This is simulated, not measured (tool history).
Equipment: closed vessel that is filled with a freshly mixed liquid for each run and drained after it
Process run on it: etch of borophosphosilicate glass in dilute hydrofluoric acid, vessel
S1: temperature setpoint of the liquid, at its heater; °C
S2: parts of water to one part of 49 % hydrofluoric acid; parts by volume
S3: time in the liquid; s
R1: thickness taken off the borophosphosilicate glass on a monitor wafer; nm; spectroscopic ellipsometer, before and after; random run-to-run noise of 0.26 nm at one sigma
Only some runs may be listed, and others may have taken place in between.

run,hour,S1,S2,S3,R1
1,0,23,75,30,20.369
2,5.8,23,75,30,20.445
3,12.9,23,100,30,14.943
4,14.8,25.5,80,30,20.896
5,17.7,27.5,65,30,28.529
6,21.6,27.5,90,30,19.747
7,27.7,28.5,75,30,25.188
8,30.4,29.5,65,30,31.329
9,33.7,30,60,30,34.638
10,35.8,30.5,55,30,38.199
11,38.3,31,55,30,39.91

Estimate the outcome of run 12 from the log above:
12,40.1,30.5,55,30,?

{"run 12": {"R1": 38.684}}
